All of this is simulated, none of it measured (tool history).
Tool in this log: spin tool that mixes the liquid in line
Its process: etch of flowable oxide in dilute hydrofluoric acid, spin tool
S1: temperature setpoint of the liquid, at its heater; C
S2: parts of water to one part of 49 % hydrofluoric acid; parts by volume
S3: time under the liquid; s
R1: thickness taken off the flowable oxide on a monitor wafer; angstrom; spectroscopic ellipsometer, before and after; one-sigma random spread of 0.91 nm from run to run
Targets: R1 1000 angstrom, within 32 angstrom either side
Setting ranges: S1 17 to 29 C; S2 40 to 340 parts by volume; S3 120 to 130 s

run	day	S1	S2	S3	R1
1	0	21	190	120	250.55
2	0.129	24	190	120	278.66
3	0.192	24	190	130	297.71
4	0.483	24	250	130	213.92
5	0.771	24	250	120	196.74
6	0.896	24	250	120	202.22
7	1.179	25	210	120	253.58
8	1.229	25.5	180	120	310.74
9	1.483	26	155	120	381.87
10	1.854	26.5	135	120	450.62
11	2.171	29	60	125	1316.2
12	2.392	28.5	60	125	1254.5
13	2.433	28	60	125	1273.8
14	2.521	27	60	125	1196.8
15	2.679	26	60	125	1160.6
16	2.742	25.5	60	125	1153.3
17	2.888	21.5	65	125	886.43

Consider the 4 candidate settings below. Which is the only one whose results all fall within their allowed miss of target?
A	3.033	20	55	125	?
B	3.033	19	55	120	?
C	3.033	20	65	120	?
D	3.033	18.5	65	120	?

move	R1
A	983.42
B	904.81
C	789.42
D	740.89
A: hits every target within its allowed miss
B: nearer the targets than the last run, but a result is still out of spec
C: the biggest miss grows against the last run
D: the biggest miss grows against the last run
Go with A: it meets all targets.
